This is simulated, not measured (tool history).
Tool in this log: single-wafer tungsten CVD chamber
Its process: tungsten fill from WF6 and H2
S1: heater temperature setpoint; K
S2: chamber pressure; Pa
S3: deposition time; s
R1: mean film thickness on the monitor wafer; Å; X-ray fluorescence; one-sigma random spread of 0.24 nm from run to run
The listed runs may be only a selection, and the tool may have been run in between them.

| run | hour | S1 | S2 | S3 | R1 |
|---|---|---|---|---|---|
| 1 | 0 | 663.15 | 6053 | 21 | 656.78 |
| 2 | 8.5 | 663.15 | 6053 | 21 | 654.72 |
| 3 | 14.5 | 660.15 | 5999 | 21 | 613.48 |
| 4 | 17.9 | 666.15 | 5999 | 21 | 700.99 |
| 5 | 25.3 | 661.15 | 5999 | 21 | 628.14 |
| 6 | 32.5 | 661.15 | 6986 | 21 | 653.38 |
| 7 | 37.1 | 658.15 | 6933 | 21 | 607.24 |

What will run 8 give?
| 8 | 43.8 | 646.15 | 6626 | 20.9 | ? |

Run 8 came out at R1 453 Å.

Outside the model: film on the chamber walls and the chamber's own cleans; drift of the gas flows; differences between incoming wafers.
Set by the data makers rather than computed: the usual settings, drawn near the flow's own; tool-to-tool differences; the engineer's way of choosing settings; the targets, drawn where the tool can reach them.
